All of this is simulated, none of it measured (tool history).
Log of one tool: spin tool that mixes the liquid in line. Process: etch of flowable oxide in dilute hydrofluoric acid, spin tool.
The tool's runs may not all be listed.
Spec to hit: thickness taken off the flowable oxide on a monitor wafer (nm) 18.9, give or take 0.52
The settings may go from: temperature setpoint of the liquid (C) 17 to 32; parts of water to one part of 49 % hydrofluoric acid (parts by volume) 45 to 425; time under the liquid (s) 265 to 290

| run | day | temperature setpoint of the liquid (C) | parts of water to one part of 49 % hydrofluoric acid (parts by volume) | time under the liquid (s) | thickness taken off the flowable oxide on a monitor wafer (nm) |
|---|---|---|---|---|---|
| 1 | 0 | 24 | 235 | 265 | 34.498 |
| 2 | 0.038 | 24 | 235 | 265 | 34.296 |
| 3 | 0.267 | 23 | 250 | 265 | 30.898 |
| 4 | 0.362 | 23 | 250 | 265 | 30.725 |
| 5 | 0.538 | 22 | 260 | 265 | 28.319 |
| 6 | 0.788 | 24 | 260 | 265 | 30.492 |
| 7 | 1.142 | 20 | 315 | 265 | 20.554 |
| 8 | 1.212 | 19.5 | 315 | 265 | 20.183 |
| 9 | 1.567 | 19 | 315 | 265 | 19.813 |
| 10 | 1.767 | 19 | 315 | 265 | 19.978 |
| 11 | 1.946 | 18.5 | 315 | 265 | 19.528 |

Which one of the following 5 next-run settings gets every result inside its allowed miss? There is exactly one.
| A | 2.125 | 19 | 345 | 265 | ? |
| B | 2.125 | 18 | 345 | 290 | ? |
| C | 2.125 | 22 | 375 | 265 | ? |
| D | 2.125 | 19 | 340 | 265 | ? |
| E | 2.125 | 18 | 340 | 265 | ? |

| move | thickness taken off the flowable oxide on a monitor wafer (nm) |
|---|---|
| A | 17.785 |
| B | 18.777 |
| C | 17.683 |
| D | 18.124 |
| E | 17.484 |
A: pushes the last run's worst result past its target
B: all results in spec
C: pushes the last run's worst result past its target
D: pushes the last run's worst result past its target
E: pushes the last run's worst result past its target
So the answer is move B, the one that meets all the targets.

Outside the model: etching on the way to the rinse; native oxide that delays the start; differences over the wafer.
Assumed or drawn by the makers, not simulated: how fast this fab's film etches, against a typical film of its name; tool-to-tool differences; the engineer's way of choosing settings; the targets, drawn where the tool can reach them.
